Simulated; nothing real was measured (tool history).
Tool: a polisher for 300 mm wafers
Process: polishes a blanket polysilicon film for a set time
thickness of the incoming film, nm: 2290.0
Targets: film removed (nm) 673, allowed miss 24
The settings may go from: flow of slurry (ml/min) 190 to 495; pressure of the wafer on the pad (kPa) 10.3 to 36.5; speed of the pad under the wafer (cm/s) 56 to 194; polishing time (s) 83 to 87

run,hour,flow of slurry (ml/min),pressure of the wafer on the pad (kPa),speed of the pad under the wafer (cm/s),polishing time (s),film removed (nm)
1,0,320,23.4,124,83,1255.1
2,1.2,320,23.4,138,83,1419.7
3,8.4,320,23.4,138,83,1389.6
4,14.1,375,23.4,138,83,1387.3
5,22.2,375,23.4,124,83,1269.8
6,27.6,375,18.6,124,83,1031.7
7,31.1,375,15.9,120,83,861.39
8,31.8,375,13.8,120,83,772.85
9,35.2,375,13.1,120,83,727.98

5 next moves are on the table. One of them brings every result within its allowed miss. Which?
A,38.6,400,13.1,128,87,?
B,38.6,400,15.2,116,85,?
C,38.6,235,20,88,83,?
D,38.6,355,15.2,102,84,?
E,38.6,375,10.3,136,83,?

move,film removed (nm)
A,822.57
B,831.23
C,764.09
D,719.6
E,676.43
A: further off than the last run
B: further off than the last run
C: further off than the last run
D: nearer than the last run, and not there yet
E: meets every target
Move E is the one to make.

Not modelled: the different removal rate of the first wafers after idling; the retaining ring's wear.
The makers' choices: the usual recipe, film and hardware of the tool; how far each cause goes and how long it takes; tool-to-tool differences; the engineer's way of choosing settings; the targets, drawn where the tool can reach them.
